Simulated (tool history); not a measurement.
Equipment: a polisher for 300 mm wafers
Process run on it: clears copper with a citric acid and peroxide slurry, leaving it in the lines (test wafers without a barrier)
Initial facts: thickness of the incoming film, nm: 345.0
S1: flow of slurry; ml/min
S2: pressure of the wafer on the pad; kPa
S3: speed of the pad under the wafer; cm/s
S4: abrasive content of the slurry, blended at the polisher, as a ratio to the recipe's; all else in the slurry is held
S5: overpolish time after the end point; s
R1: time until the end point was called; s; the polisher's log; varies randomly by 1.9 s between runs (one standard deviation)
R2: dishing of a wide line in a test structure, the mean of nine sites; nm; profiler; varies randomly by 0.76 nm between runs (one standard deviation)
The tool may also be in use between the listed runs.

| run | hour | S1 | S2 | S3 | S4 | S5 | R1 | R2 |
|---|---|---|---|---|---|---|---|---|
| 1 | 0.0 | 170 | 18.6 | 108 | 1.0 | 26 | 193.64 | 30.506 |
| 2 | 0.7 | 170 | 18.6 | 108 | 1.0 | 20 | 184.81 | 23.766 |
| 3 | 8.7 | 170 | 14.5 | 108 | 1.0 | 20 | 214.95 | 21.937 |
| 4 | 17.8 | 170 | 14.5 | 108 | 1.0 | 30 | 219.49 | 30.136 |
| 5 | 24.2 | 175 | 17.9 | 110 | 1.0 | 30 | 191.13 | 34.088 |
| 6 | 28.0 | 180 | 20.7 | 112 | 1.0 | 30 | 170.54 | 36.941 |
| 7 | 31.2 | 180 | 22.1 | 114 | 1.0 | 30 | 165.51 | 38.586 |
| 8 | 33.1 | 180 | 23.4 | 116 | 1.0 | 30 | 155.42 | 38.681 |

Estimate the outcome of run 9 from the log above:
| 9 | 41.3 | 180 | 24.8 | 118 | 1.0 | 31 | ? | ? |

{"run 9": {"R1": 145.78, "R2": 42.274}}
